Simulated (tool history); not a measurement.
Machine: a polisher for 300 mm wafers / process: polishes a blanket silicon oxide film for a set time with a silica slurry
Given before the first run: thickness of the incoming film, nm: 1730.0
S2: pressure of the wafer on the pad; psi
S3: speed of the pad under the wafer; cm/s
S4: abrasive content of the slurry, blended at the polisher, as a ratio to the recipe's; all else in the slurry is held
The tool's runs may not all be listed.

{"run": 1, "hour": 0.0, "flow of slurry (ml/min)": 150, "S2": 3.9, "S3": 112, "S4": 1, "polishing time (s)": 39, "film removed (nm)": 109.17}
{"run": 2, "hour": 3.7, "flow of slurry (ml/min)": 145, "S2": 3.4, "S3": 108, "S4": 1, "polishing time (s)": 39, "film removed (nm)": 93.19}
{"run": 3, "hour": 12.6, "flow of slurry (ml/min)": 130, "S2": 3.4, "S3": 108, "S4": 1, "polishing time (s)": 39, "film removed (nm)": 89.305}
{"run": 4, "hour": 15.6, "flow of slurry (ml/min)": 130, "S2": 4.3, "S3": 108, "S4": 1, "polishing time (s)": 39, "film removed (nm)": 113.56}
{"run": 5, "hour": 21.4, "flow of slurry (ml/min)": 130, "S2": 4.3, "S3": 82, "S4": 1, "polishing time (s)": 39, "film removed (nm)": 96.191}
{"run": 6, "hour": 26.8, "flow of slurry (ml/min)": 125, "S2": 3.8, "S3": 82, "S4": 1, "polishing time (s)": 39, "film removed (nm)": 85.381}
{"run": 7, "hour": 32.6, "flow of slurry (ml/min)": 120, "S2": 3.4, "S3": 82, "S4": 1, "polishing time (s)": 39, "film removed (nm)": 73.958}

The next listed run, before its measurement:
{"run": 8, "hour": 40.1, "flow of slurry (ml/min)": 100, "S2": 2.3, "S3": 80, "S4": 1, "polishing time (s)": 39, "film removed (nm)": "?"}

{"run 8": {"film removed (nm)": 47.657}}
